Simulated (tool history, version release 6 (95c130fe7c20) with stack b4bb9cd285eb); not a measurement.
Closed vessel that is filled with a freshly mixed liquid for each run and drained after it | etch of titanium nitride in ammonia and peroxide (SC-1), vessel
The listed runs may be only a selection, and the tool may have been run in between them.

run	hour	temperature setpoint of the liquid (C)	parts of water to one part of 30 % peroxide (parts by volume)	parts of 29 % ammonia solution to one part of 30 % peroxide (parts by volume)	time in the liquid (s)	thickness taken off the titanium nitride on a monitor wafer (nm)
1	0.0	62.0	15.5	0.55	305	25.442
2	6.3	65.0	12.0	0.60	305	36.021
3	10.0	66.5	9.5	0.60	305	44.291
4	10.5	66.5	9.5	0.60	225	32.983
5	11.6	62.0	9.5	0.60	225	24.514
6	18.8	58.5	9.5	0.60	225	19.530
7	24.7	62.5	8.0	0.75	245	31.178

The next listed run, before its measurement:
8	27.9	62.5	8.0	0.75	245	?

Run 8 produced thickness taken off the titanium nitride on a monitor wafer (nm) 31.134.
